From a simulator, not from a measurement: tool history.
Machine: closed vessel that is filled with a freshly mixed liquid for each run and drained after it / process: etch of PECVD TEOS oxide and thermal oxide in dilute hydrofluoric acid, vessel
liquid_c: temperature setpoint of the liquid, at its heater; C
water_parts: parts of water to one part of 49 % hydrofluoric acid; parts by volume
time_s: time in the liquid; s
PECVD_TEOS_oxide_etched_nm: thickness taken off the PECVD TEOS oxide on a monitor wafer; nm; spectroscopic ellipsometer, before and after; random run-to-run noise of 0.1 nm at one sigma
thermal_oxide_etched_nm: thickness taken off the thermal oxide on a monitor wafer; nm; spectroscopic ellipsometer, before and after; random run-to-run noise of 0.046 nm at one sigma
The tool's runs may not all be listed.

{"run": 1, "hour": 0.0, "liquid_c": 24, "water_parts": 85, "time_s": 65, "PECVD_TEOS_oxide_etched_nm": 8.1385, "thermal_oxide_etched_nm": 3.2136}
{"run": 2, "hour": 6.7, "liquid_c": 26, "water_parts": 85, "time_s": 65, "PECVD_TEOS_oxide_etched_nm": 8.6169, "thermal_oxide_etched_nm": 3.544}
{"run": 3, "hour": 12.5, "liquid_c": 26, "water_parts": 85, "time_s": 85, "PECVD_TEOS_oxide_etched_nm": 11.383, "thermal_oxide_etched_nm": 4.6154}
{"run": 4, "hour": 17.8, "liquid_c": 26, "water_parts": 60, "time_s": 85, "PECVD_TEOS_oxide_etched_nm": 16.811, "thermal_oxide_etched_nm": 6.7236}
{"run": 5, "hour": 20.8, "liquid_c": 25, "water_parts": 65, "time_s": 85, "PECVD_TEOS_oxide_etched_nm": 15.067, "thermal_oxide_etched_nm": 5.928}
{"run": 6, "hour": 23.2, "liquid_c": 25, "water_parts": 45, "time_s": 85, "PECVD_TEOS_oxide_etched_nm": 22.279, "thermal_oxide_etched_nm": 8.9023}
{"hour": 28.0, "done": "hydrofluoric acid flow meter replaced"}
{"run": 7, "hour": 28.0, "liquid_c": 24.5, "water_parts": 55, "time_s": 85, "PECVD_TEOS_oxide_etched_nm": 19.366, "thermal_oxide_etched_nm": 7.9155}
{"run": 8, "hour": 36.7, "liquid_c": 25, "water_parts": 60, "time_s": 85, "PECVD_TEOS_oxide_etched_nm": 17.568, "thermal_oxide_etched_nm": 7.1975}

What does the tool deliver on the next run?
{"run": 9, "hour": 43.9, "liquid_c": 25, "water_parts": 65, "time_s": 85, "PECVD_TEOS_oxide_etched_nm": "?", "thermal_oxide_etched_nm": "?"}

PECVD_TEOS_oxide_etched_nm: 16.448 nm
thermal_oxide_etched_nm: 6.5862 nm

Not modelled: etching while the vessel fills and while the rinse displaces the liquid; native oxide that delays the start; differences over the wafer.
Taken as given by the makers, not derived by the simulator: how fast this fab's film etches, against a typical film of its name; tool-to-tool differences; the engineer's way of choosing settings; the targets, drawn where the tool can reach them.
